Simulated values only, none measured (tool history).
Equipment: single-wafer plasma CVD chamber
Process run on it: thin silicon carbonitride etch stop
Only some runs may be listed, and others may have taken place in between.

| run | day | RF power (W) | deposition time (s) | mean film thickness on the monitor wafer (angstrom) |
|---|---|---|---|---|
| 1 | 0 | 265 | 17.9 | 116.01 |
| 2 | 0.046 | 260 | 17.6 | 114.79 |
| 3 | 0.208 | 230 | 17.6 | 110.65 |
| 4 | 0.388 | 225 | 17.3 | 107.76 |
|  | 0.462 | thermocouple changed; heater temperature recalibrated |
| 5 | 0.462 | 220 | 17.1 | 105.62 |
| 6 | 0.508 | 220 | 14.5 | 89.07 |
| 7 | 0.662 | 225 | 14.5 | 90.583 |
| 8 | 0.904 | 230 | 14.5 | 89.619 |

For run 9, what comes out?
| 9 | 1.267 | 235 | 14.6 | ? |

Run 9 measured mean film thickness on the monitor wafer (angstrom) 91.107.

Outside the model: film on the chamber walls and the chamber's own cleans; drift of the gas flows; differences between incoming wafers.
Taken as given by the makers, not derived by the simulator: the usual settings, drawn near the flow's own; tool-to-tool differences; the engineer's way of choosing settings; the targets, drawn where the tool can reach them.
